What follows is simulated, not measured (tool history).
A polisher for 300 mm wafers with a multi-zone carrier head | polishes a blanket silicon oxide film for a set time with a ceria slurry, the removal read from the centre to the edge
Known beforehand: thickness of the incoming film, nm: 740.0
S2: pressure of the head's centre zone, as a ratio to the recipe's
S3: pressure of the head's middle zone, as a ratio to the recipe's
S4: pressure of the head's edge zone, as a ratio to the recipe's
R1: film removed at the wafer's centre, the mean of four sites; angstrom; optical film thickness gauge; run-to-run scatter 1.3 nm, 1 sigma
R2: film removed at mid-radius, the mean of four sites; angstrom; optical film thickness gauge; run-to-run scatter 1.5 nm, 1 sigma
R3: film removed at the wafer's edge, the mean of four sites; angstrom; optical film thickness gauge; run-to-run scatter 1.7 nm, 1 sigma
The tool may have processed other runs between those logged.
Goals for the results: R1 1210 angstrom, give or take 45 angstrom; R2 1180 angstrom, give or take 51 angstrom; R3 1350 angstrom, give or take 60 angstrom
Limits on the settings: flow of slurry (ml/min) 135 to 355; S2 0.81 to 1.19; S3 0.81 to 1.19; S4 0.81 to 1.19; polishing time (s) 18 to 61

Run 1, hour 0: flow of slurry (ml/min) 225, S2 1, S3 1, S4 1, polishing time (s) 39. Result: R1 1421.5 angstrom, R2 1557.1 angstrom, R3 1558.2 angstrom.
Run 2, hour 4.6: flow of slurry (ml/min) 220, S2 0.99, S3 0.95, S4 0.99, polishing time (s) 38. Result: R1 1371.6 angstrom, R2 1444.7 angstrom, R3 1567.3 angstrom.
Run 3, hour 5.5: flow of slurry (ml/min) 220, S2 1, S3 0.94, S4 0.98, polishing time (s) 36. Result: R1 1309.1 angstrom, R2 1361.3 angstrom, R3 1441.7 angstrom.
Run 4, hour 13.5: flow of slurry (ml/min) 220, S2 0.96, S3 0.94, S4 0.98, polishing time (s) 36. Result: R1 1249.2 angstrom, R2 1361.4 angstrom, R3 1434.5 angstrom.
Run 5, hour 19: flow of slurry (ml/min) 220, S2 0.96, S3 0.94, S4 0.98, polishing time (s) 28. Result: R1 971.68 angstrom, R2 1066.3 angstrom, R3 1150.2 angstrom.
Run 6, hour 21: flow of slurry (ml/min) 220, S2 0.96, S3 0.94, S4 0.92, polishing time (s) 28. Result: R1 967.1 angstrom, R2 1060.8 angstrom, R3 1070.8 angstrom.
At hour 29.2: centre zone pressure recalibrated.
Run 7, hour 29.2: flow of slurry (ml/min) 230, S2 0.99, S3 0.95, S4 0.96, polishing time (s) 28. Result: R1 1104 angstrom, R2 1071.6 angstrom, R3 1130.5 angstrom.
Run 8, hour 35.6: flow of slurry (ml/min) 235, S2 0.99, S3 0.96, S4 0.99, polishing time (s) 29. Result: R1 1155.9 angstrom, R2 1133 angstrom, R3 1177.3 angstrom.

Exercise: of the 5 proposed moves below, exactly one satisfies all targets within the stated allowed misses. Which move is it?
Run A, hour 42: flow of slurry (ml/min) 270, S2 0.94, S3 1.01, S4 0.95, polishing time (s) 27. Result: R1 ?, R2 ?, R3 ?.
Run B, hour 42: flow of slurry (ml/min) 270, S2 0.89, S3 0.86, S4 1, polishing time (s) 33. Result: R1 ?, R2 ?, R3 ?.
Run C, hour 42: flow of slurry (ml/min) 215, S2 1.08, S3 0.87, S4 1.06, polishing time (s) 30. Result: R1 ?, R2 ?, R3 ?.
Run D, hour 42: flow of slurry (ml/min) 200, S2 1.04, S3 0.9, S4 1.02, polishing time (s) 30. Result: R1 ?, R2 ?, R3 ?.
Run E, hour 42: flow of slurry (ml/min) 155, S2 0.87, S3 0.9, S4 1.02, polishing time (s) 33. Result: R1 ?, R2 ?, R3 ?.

move      R1      R2      R3
   A  1032.1  1096.4  1104.6
   B  1192.6    1172  1386.3
   C  1287.9  1052.5  1276.8
   D  1230.5  1075.2  1245.9
   E  1098.2  1153.3  1344.4
A: its largest miss is bigger than the last run's
B: each result inside its tolerance
C: moves toward the targets from the last run without getting all of them in spec
D: moves toward the targets from the last run without getting all of them in spec
E: brings the result that was furthest off to its target, and leaves another outside
Answer: B
